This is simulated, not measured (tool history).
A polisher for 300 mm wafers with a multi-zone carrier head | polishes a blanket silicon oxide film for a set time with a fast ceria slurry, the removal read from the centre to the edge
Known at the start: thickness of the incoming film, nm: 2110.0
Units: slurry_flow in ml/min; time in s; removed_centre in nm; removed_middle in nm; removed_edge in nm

run 1 day=0 | slurry_flow=215 centre_zone=1 middle_zone=1 edge_zone=1 time=48 | removed_centre=524.99 removed_middle=522 removed_edge=526.86
run 2 day=0.175 | slurry_flow=215 centre_zone=1 middle_zone=1 edge_zone=1 time=36 | removed_centre=400.96 removed_middle=391.1 removed_edge=400.13
run 3 day=0.296 | slurry_flow=220 centre_zone=1.02 middle_zone=0.96 edge_zone=1.06 time=37 | removed_centre=415.15 removed_middle=392.23 removed_edge=421.68
run 4 day=0.375 | slurry_flow=220 centre_zone=1.04 middle_zone=0.92 edge_zone=1.1 time=38 | removed_centre=428.72 removed_middle=387.16 removed_edge=439.77
run 5 day=0.729 | slurry_flow=220 centre_zone=1.04 middle_zone=0.92 edge_zone=1.1 time=50 | removed_centre=565.9 removed_middle=508.05 removed_edge=569.75
run 6 day=0.788 | slurry_flow=220 centre_zone=1.04 middle_zone=0.92 edge_zone=1.1 time=43 | removed_centre=482.47 removed_middle=437.84 removed_edge=494.59
run 7 day=0.875 | slurry_flow=205 centre_zone=1.04 middle_zone=0.88 edge_zone=1.09 time=43 | removed_centre=479.51 removed_middle=414.15 removed_edge=486.16
run 8 day=0.992 | slurry_flow=190 centre_zone=1.03 middle_zone=0.86 edge_zone=1.08 time=43 | removed_centre=468.53 removed_middle=401.8 removed_edge=477.55
run 9 day=1.308 | slurry_flow=180 centre_zone=1.02 middle_zone=0.85 edge_zone=1.08 time=43 | removed_centre=457.6 removed_middle=397.8 removed_edge=480.37

Run 10 comes next. What will it give?
run 10 day=1.683 | slurry_flow=170 centre_zone=1.02 middle_zone=0.84 edge_zone=1.07 time=43 | removed_centre=? removed_middle=? removed_edge=?

Run 10 gave removed_centre 455.93 nm, removed_middle 389.99 nm, removed_edge 477.68 nm.
